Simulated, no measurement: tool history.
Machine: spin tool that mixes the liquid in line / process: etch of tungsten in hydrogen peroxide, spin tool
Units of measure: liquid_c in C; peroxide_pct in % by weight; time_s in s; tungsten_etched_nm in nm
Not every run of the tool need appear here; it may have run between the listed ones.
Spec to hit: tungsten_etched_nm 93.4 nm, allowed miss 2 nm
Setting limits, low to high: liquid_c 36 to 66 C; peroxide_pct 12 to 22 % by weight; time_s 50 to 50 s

run    day  liquid_c  peroxide_pct  time_s  tungsten_etched_nm
  1      0        52            15      50              75.681
  2  0.079        53            15      50              80.271
  3  0.308        53          13.5      50              76.123
  4   0.35        54          13.5      50              80.597
  5  0.721        54          13.5      50              80.568
  6  1.062      54.5          13.5      50              83.235
  7  1.433        55          13.5      50              85.376
     1.758  -- new drum of peroxide connected
  8  1.758        57          13.5      50              99.436
  9  1.979      56.5          13.5      50              96.816

Pick the move, out of 5, that brings all results within their allowed miss; only one does.
  A  2.2        57            13      50                   ?
  B  2.2      56.5          12.5      50                   ?
  C  2.2      57.5            12      50                   ?
  D  2.2      56.5            14      50                   ?
  E  2.2        57          13.5      50                   ?

move  tungsten_etched_nm
   A              97.306
   B              92.659
   C              96.261
   D              98.061
   E              99.159
A: moves away from the targets compared with the last run
B: in spec on every target
C: closes in on the targets versus the last run, not all within tolerance yet
D: moves away from the targets compared with the last run
E: moves away from the targets compared with the last run
The move that meets every target is B.
